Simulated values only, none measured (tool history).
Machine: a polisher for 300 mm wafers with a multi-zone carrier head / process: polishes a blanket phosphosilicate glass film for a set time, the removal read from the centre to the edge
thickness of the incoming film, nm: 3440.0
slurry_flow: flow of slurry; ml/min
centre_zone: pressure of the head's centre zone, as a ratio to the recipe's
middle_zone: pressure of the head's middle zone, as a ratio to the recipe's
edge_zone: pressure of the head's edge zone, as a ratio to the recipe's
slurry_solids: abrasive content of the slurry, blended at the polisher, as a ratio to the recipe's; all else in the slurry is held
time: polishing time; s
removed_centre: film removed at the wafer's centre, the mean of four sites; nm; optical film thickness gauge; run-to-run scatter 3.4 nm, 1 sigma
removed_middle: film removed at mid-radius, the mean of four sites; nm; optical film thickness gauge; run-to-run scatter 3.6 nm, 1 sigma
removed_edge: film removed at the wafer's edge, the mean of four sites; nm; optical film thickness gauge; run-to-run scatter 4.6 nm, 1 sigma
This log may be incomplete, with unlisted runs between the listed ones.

run,hour,slurry_flow,centre_zone,middle_zone,edge_zone,slurry_solids,time,removed_centre,removed_middle,removed_edge
1,0.0,270,1.00,1.00,1.00,1.00,57,440.96,456.95,473.50
2,1.1,270,0.98,0.99,0.99,0.90,55,398.54,414.00,431.42
3,4.1,270,0.96,0.98,0.98,0.85,54,386.03,394.98,405.67
4,4.9,270,0.96,0.98,1.06,0.85,54,378.94,397.27,422.57
5,5.5,210,0.96,0.98,1.06,0.85,54,370.46,392.24,413.94
6,7.9,210,0.96,0.98,0.98,0.85,54,384.11,387.11,407.23
7,12.5,210,0.96,0.98,0.98,0.85,54,372.59,379.70,407.01
8,13.6,205,0.94,0.98,0.99,0.80,53,349.88,366.44,385.78

For run 9, what comes out?
# hour 15.0: edge zone pressure recalibrated
9,15.0,205,0.92,0.98,0.99,0.75,52,?,?,?

removed_centre: 328.56 nm
removed_middle: 352.53 nm
removed_edge: 360.32 nm

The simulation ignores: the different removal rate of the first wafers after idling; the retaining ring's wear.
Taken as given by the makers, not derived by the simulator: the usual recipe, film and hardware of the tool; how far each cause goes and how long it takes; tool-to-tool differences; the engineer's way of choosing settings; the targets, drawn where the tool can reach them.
